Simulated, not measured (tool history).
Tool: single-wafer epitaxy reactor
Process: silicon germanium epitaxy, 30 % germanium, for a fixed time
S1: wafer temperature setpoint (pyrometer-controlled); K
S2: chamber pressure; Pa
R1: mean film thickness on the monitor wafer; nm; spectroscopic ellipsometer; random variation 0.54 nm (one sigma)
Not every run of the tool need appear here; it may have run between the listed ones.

{"run": 1, "day": 0.0, "S1": 868.15, "S2": 3413, "R1": 61.246}
{"run": 2, "day": 0.129, "S1": 872.15, "S2": 3440, "R1": 66.772}
{"run": 3, "day": 0.5, "S1": 866.15, "S2": 3440, "R1": 58.301}
{"run": 4, "day": 0.721, "S1": 870.15, "S2": 3453, "R1": 63.886}
{"run": 5, "day": 1.088, "S1": 870.15, "S2": 3013, "R1": 60.518}
{"run": 6, "day": 1.35, "S1": 870.15, "S2": 3466, "R1": 64.282}
{"run": 7, "day": 1.583, "S1": 874.15, "S2": 3480, "R1": 69.477}

What will run 8 give?
{"run": 8, "day": 1.767, "S1": 874.15, "S2": 3480, "R1": "?"}

{"run 8": {"R1": 69.598}}
